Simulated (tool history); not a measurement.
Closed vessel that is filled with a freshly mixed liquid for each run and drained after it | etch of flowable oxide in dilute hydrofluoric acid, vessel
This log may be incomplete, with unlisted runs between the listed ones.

| run | hour | temperature setpoint of the liquid (C) | parts of water to one part of 49 % hydrofluoric acid (parts by volume) | time in the liquid (s) | thickness taken off the flowable oxide on a monitor wafer (nm) |
|---|---|---|---|---|---|
| 1 | 0.0 | 25.0 | 245 | 275 | 38.363 |
| 2 | 1.4 | 27.0 | 220 | 275 | 46.636 |
| 3 | 3.9 | 27.0 | 220 | 275 | 46.298 |
| 4 | 10.5 | 27.0 | 220 | 275 | 47.172 |
| 5 | 13.3 | 28.5 | 205 | 275 | 53.967 |
| 6 | 19.2 | 28.5 | 245 | 275 | 42.613 |
| 7 | 21.7 | 29.5 | 220 | 275 | 50.731 |
| 8 | 29.0 | 30.5 | 205 | 275 | 57.761 |
| 9 | 35.3 | 31.0 | 195 | 275 | 62.181 |
| 10 | 43.6 | 33.0 | 165 | 275 | 82.219 |

Run 11, settings as shown, results not yet in. Your forecast:
| 11 | 47.8 | 32.5 | 165 | 275 | ? |

thickness taken off the flowable oxide on a monitor wafer (nm): 80.874
